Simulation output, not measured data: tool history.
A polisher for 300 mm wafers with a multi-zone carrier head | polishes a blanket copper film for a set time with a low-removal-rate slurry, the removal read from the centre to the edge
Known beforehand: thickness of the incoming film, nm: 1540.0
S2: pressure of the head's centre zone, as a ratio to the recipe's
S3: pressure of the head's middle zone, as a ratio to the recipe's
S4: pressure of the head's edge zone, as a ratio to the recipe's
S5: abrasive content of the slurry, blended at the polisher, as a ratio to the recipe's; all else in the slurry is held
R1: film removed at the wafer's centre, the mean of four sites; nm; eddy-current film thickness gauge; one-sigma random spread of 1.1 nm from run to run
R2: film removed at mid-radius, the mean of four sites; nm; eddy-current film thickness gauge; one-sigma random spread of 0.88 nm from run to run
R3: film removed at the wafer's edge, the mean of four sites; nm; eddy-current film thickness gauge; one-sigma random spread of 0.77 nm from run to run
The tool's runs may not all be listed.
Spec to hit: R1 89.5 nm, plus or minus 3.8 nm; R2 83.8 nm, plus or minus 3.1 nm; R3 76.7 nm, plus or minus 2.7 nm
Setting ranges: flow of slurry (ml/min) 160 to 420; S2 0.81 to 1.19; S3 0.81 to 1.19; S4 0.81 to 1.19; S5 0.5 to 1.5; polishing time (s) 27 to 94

run 1 hour=0 | flow_of_slurry_(ml/min)=270 S2=1 S3=1 S4=1 S5=1 polishing_time_(s)=60 | R1=142.71 R2=137.82 R3=137.9
run 2 hour=3.4 | flow_of_slurry_(ml/min)=270 S2=1 S3=1 S4=1 S5=0.9 polishing_time_(s)=60 | R1=137.77 R2=135.09 R3=134.09
run 3 hour=5.2 | flow_of_slurry_(ml/min)=270 S2=1.07 S3=1 S4=1 S5=0.9 polishing_time_(s)=60 | R1=141.43 R2=136.12 R3=136.11
run 4 hour=13.8 | flow_of_slurry_(ml/min)=270 S2=1.11 S3=1 S4=1 S5=0.9 polishing_time_(s)=60 | R1=145.75 R2=134.22 R3=136.38
run 5 hour=16.6 | flow_of_slurry_(ml/min)=275 S2=1.12 S3=1 S4=0.96 S5=0.8 polishing_time_(s)=54 | R1=132.93 R2=120.57 R3=119.32
run 6 hour=17.8 | flow_of_slurry_(ml/min)=275 S2=1.1 S3=1 S4=0.94 S5=0.75 polishing_time_(s)=49 | R1=116.79 R2=107.13 R3=105.79
run 7 hour=25.4 | flow_of_slurry_(ml/min)=280 S2=1.1 S3=1.01 S4=0.92 S5=0.7 polishing_time_(s)=46 | R1=110.57 R2=99.382 R3=96.775
run 8 hour=32.1 | flow_of_slurry_(ml/min)=280 S2=1.08 S3=1.02 S4=0.9 S5=0.65 polishing_time_(s)=45 | R1=104.33 R2=97.248 R3=92.781
run 9 hour=33.2 | flow_of_slurry_(ml/min)=285 S2=1.08 S3=1.02 S4=0.88 S5=0.6 polishing_time_(s)=44 | R1=101.99 R2=96.021 R3=89.368
run 10 hour=35.1 | flow_of_slurry_(ml/min)=285 S2=1.08 S3=1.02 S4=0.87 S5=0.6 polishing_time_(s)=43 | R1=100.01 R2=93.093 R3=87.045
run 11 hour=38.2 | flow_of_slurry_(ml/min)=285 S2=1.08 S3=1.02 S4=0.86 S5=0.6 polishing_time_(s)=42 | R1=95.601 R2=90.556 R3=82.738
run 12 hour=46.5 | flow_of_slurry_(ml/min)=280 S2=1.08 S3=1.01 S4=0.85 S5=0.6 polishing_time_(s)=42 | R1=98.071 R2=91.265 R3=84.401
run 13 hour=52.4 | flow_of_slurry_(ml/min)=280 S2=1.08 S3=1.01 S4=0.84 S5=0.6 polishing_time_(s)=41 | R1=95.177 R2=86.809 R3=80.826
run 14 hour=55.1 | flow_of_slurry_(ml/min)=275 S2=1.07 S3=1.01 S4=0.83 S5=0.6 polishing_time_(s)=41 | R1=93.944 R2=87.173 R3=81.633

Which one of the following 4 next-run settings gets every result inside its allowed miss? There is exactly one.
run A hour=57.8 | flow_of_slurry_(ml/min)=255 S2=1.09 S3=1.02 S4=0.84 S5=0.6 polishing_time_(s)=39 | R1=? R2=? R3=?
run B hour=57.8 | flow_of_slurry_(ml/min)=200 S2=0.93 S3=1.01 S4=0.89 S5=0.6 polishing_time_(s)=43 | R1=? R2=? R3=?
run C hour=57.8 | flow_of_slurry_(ml/min)=265 S2=1.02 S3=0.97 S4=0.9 S5=0.55 polishing_time_(s)=38 | R1=? R2=? R3=?
run D hour=57.8 | flow_of_slurry_(ml/min)=230 S2=1.04 S3=0.85 S4=0.85 S5=0.6 polishing_time_(s)=41 | R1=? R2=? R3=?

move=A R1=89.302 R2=83.429 R3=76.015
move=B R1=84.584 R2=88.92 R3=84.325
move=C R1=81.997 R2=77.351 R3=75.785
move=D R1=89.33 R2=74.551 R3=79.87
A: in spec on every target
B: misses by more than the last run did
C: gets the furthest-off result to its target, but another result is out of tolerance
D: misses by more than the last run did
A meets every target.
